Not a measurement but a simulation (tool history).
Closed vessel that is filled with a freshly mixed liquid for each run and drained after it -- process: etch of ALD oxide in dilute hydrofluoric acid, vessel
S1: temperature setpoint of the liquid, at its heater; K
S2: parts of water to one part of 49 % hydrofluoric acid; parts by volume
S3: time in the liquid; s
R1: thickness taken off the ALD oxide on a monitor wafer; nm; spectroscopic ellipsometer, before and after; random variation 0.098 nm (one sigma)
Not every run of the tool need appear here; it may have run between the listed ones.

| run | hour | S1 | S2 | S3 | R1 |
|---|---|---|---|---|---|
| 1 | 0.0 | 298.15 | 120 | 40 | 6.6074 |
| 2 | 9.0 | 298.15 | 120 | 30 | 4.9108 |
| 3 | 16.8 | 299.15 | 110 | 30 | 5.6569 |
| 4 | 23.6 | 300.15 | 100 | 30 | 6.5304 |
| 5 | 28.6 | 303.65 | 100 | 30 | 7.4292 |
| 6 | 36.0 | 301.65 | 100 | 30 | 6.9771 |
| 7 | 44.4 | 302.15 | 90 | 30 | 7.9655 |
| 8 | 47.2 | 302.65 | 85 | 30 | 8.7401 |
| 9 | 48.9 | 303.15 | 80 | 30 | 9.4163 |
| 10 | 50.7 | 303.65 | 75 | 30 | 10.4380 |

Run 11 comes next. What will it give?
| 11 | 57.2 | 306.15 | 45 | 30 | ? |

{"run 11": {"R1": 19.973}}
